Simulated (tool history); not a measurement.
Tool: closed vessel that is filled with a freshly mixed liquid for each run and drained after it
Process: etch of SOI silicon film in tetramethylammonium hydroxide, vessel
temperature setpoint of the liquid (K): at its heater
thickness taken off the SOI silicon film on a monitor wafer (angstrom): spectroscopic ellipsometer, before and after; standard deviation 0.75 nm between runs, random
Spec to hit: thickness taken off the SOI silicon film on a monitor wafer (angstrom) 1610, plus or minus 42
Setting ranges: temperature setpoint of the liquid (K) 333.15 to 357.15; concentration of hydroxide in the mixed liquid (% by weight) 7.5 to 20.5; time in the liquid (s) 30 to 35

run  hour  temperature setpoint of the liquid (K)  concentration of hydroxide in the mixed liquid (% by weight)  time in the liquid (s)  thickness taken off the SOI silicon film on a monitor wafer (angstrom)
  1     0                                  346.15                                                            14                      35                                                                  2748.9
  2     1                                  346.15                                                            15                      35                                                                    2629
  3   7.7                                  344.15                                                            15                      35                                                                  2354.2
  4  12.3                                  344.15                                                            16                      35                                                                  2304.5
  5  18.9                                  344.15                                                            15                      35                                                                  2365.3
  6  25.3                                  342.15                                                            15                      35                                                                  2096.7
  7  26.7                                  336.65                                                            15                      35                                                                  1507.2
  8  28.1                                  337.15                                                            15                      35                                                                  1543.3

Which one of the following 4 next-run settings gets every result inside its allowed miss? There is exactly one.
  A  29.5                                  337.15                                                          15.5                      35                                                                       ?
  B  29.5                                  338.15                                                          16.5                      35                                                                       ?
  C  29.5                                  339.15                                                            16                      35                                                                       ?
  D  29.5                                  336.15                                                          13.5                      35                                                                       ?

move  thickness taken off the SOI silicon film on a monitor wafer (angstrom)
   A                                                                  1529.1
   B                                                                  1590.1
   C                                                                  1707.3
   D                                                                  1536.1
A: moves away from the targets compared with the last run
B: each result inside its tolerance
C: takes the biggest miss from the last run beyond its target
D: moves away from the targets compared with the last run
So the answer is move B, the one that meets all the targets.
